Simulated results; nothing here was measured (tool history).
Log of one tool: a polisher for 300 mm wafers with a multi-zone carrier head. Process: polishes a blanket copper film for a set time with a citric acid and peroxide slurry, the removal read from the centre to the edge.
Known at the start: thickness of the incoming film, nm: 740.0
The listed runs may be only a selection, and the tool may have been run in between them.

run	day	flow of slurry (ml/min)	pressure of the head's centre zone	pressure of the head's middle zone	pressure of the head's edge zone	abrasive content of the slurry	polishing time (s)	film removed at the wafer's centre (angstrom)	film removed at mid-radius (angstrom)	film removed at the wafer's edge (angstrom)
1	0.000	255	1.00	1.00	1.00	1.00	74	3089.9	3193.1	3087.8
2	0.129	295	1.00	1.00	1.00	1.00	74	3177.2	3133.2	3237.8
3	0.254	295	1.00	1.03	1.00	1.00	74	3154.2	3267.6	3232.7
4	0.512	290	1.01	1.05	1.00	1.10	76	3438.7	3429.8	3296.3
5	0.675	285	0.99	1.07	1.00	1.15	79	3375.0	3789.5	3566.0
6	0.908	285	1.00	1.09	1.00	1.20	80	3496.2	3854.1	3601.1
7	1.250	285	1.01	1.11	0.99	1.25	82	3741.9	4032.6	3616.0

Forecast run 8:
8	1.500	285	1.01	1.12	0.99	1.30	83	?	?	?

film removed at the wafer's centre (angstrom): 3872.4
film removed at mid-radius (angstrom): 4186.4
film removed at the wafer's edge (angstrom): 3777.0
